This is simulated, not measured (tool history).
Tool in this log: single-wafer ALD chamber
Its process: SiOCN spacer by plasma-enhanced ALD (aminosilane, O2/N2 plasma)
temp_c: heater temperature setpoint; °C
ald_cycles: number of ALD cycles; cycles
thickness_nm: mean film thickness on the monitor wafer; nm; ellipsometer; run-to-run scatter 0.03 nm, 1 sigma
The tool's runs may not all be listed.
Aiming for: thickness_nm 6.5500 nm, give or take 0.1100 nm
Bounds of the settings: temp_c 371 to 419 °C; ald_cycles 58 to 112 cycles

| run | hour | temp_c | ald_cycles | thickness_nm |
|---|---|---|---|---|
| 1 | 0.0 | 395 | 85 | 5.2568 |
| 2 | 5.0 | 387 | 85 | 5.2336 |
| 3 | 11.3 | 387 | 79 | 4.8646 |
| 4 | 17.9 | 387 | 67 | 4.1242 |
| 5 | 22.7 | 387 | 75 | 4.6345 |
| 6 | 24.4 | 387 | 83 | 5.1344 |
| 7 | 29.3 | 387 | 88 | 5.4589 |
| 8 | 31.9 | 387 | 92 | 5.6460 |

Next run, 5 choices. One meets every target within its allowed miss, the rest don't. Which?
| A | 34.5 | 392 | 111 | ? |
| B | 34.5 | 399 | 110 | ? |
| C | 34.5 | 388 | 102 | ? |
| D | 34.5 | 393 | 106 | ? |
| E | 34.5 | 386 | 80 | ? |

| move | thickness_nm |
|---|---|
| A | 6.8624 |
| B | 6.8006 |
| C | 6.3060 |
| D | 6.5533 |
| E | 4.9459 |
A: pushes the last run's worst result past its target
B: pushes the last run's worst result past its target
C: closer than the last run, but not yet in spec
D: hits every target within its allowed miss
E: misses by more than the last run did
Go with D: it meets all targets.
